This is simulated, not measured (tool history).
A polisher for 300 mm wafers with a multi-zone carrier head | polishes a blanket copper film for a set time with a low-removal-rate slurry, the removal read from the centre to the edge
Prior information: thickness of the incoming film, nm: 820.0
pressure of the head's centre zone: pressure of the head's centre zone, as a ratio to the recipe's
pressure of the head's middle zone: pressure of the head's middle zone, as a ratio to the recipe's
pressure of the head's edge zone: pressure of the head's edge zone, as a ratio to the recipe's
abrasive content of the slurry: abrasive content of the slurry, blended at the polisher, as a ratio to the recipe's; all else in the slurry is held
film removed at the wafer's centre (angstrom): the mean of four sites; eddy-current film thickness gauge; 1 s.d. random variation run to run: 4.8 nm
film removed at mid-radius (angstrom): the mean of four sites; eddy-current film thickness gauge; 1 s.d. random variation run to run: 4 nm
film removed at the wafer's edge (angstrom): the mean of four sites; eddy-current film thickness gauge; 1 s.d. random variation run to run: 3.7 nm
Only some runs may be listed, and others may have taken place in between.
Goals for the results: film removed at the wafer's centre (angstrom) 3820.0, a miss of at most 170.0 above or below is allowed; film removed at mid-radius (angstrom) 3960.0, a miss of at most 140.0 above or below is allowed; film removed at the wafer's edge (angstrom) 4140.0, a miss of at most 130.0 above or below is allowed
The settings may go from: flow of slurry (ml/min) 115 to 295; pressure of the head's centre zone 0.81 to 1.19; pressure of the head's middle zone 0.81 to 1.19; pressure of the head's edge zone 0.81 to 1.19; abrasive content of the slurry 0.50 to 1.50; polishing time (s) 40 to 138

run	hour	flow of slurry (ml/min)	pressure of the head's centre zone	pressure of the head's middle zone	pressure of the head's edge zone	abrasive content of the slurry	polishing time (s)	film removed at the wafer's centre (angstrom)	film removed at mid-radius (angstrom)	film removed at the wafer's edge (angstrom)
1	0.0	190	1.00	1.00	1.00	1.00	88	2900.5	2929.8	2938.5
2	3.5	195	1.00	1.01	1.04	1.15	91	3064.1	3079.0	3146.9
3	6.6	195	1.07	1.01	1.04	1.15	91	3367.9	3138.5	3223.9
4	11.0	195	1.07	1.01	1.04	1.15	105	3927.7	3595.5	3683.7
5	19.5	195	1.07	0.97	1.04	1.15	105	3905.9	3391.7	3656.4
6	25.6	195	1.07	0.97	1.04	1.25	105	3877.1	3590.8	3763.4
7	27.0	200	1.06	0.98	1.06	1.30	105	3865.2	3627.9	3792.8
8	35.9	205	1.05	0.99	1.09	1.35	105	3937.5	3601.6	3880.6
9	36.9	210	0.95	1.09	1.13	1.50	108	3774.1	4170.8	4118.4
10	39.4	210	0.95	1.09	1.13	1.50	108	3764.1	4124.2	4108.0
11	42.9	210	0.95	1.09	1.13	1.50	108	3731.6	4250.1	4139.0
12	44.9	210	0.96	1.07	1.13	1.50	108	3794.7	4117.7	4129.2

Pick the move, out of 4, that brings all results within their allowed miss; only one does.
A	46.9	250	0.94	1.08	1.16	1.40	111	?	?	?
B	46.9	240	0.93	0.94	1.15	1.25	110	?	?	?
C	46.9	190	0.99	0.96	1.19	1.45	108	?	?	?
D	46.9	190	0.99	1.03	1.11	1.40	111	?	?	?

move	film removed at the wafer's centre (angstrom)	film removed at mid-radius (angstrom)	film removed at the wafer's edge (angstrom)
A	3776.1	4359.4	4344.6
B	3603.0	3742.9	4188.7
C	3716.6	3714.0	4193.8
D	3796.5	4024.3	4126.8
A: further off than the last run
B: carries the result that was furthest off beyond its target, to the other side
C: carries the result that was furthest off beyond its target, to the other side
D: meets every target
Answer: D
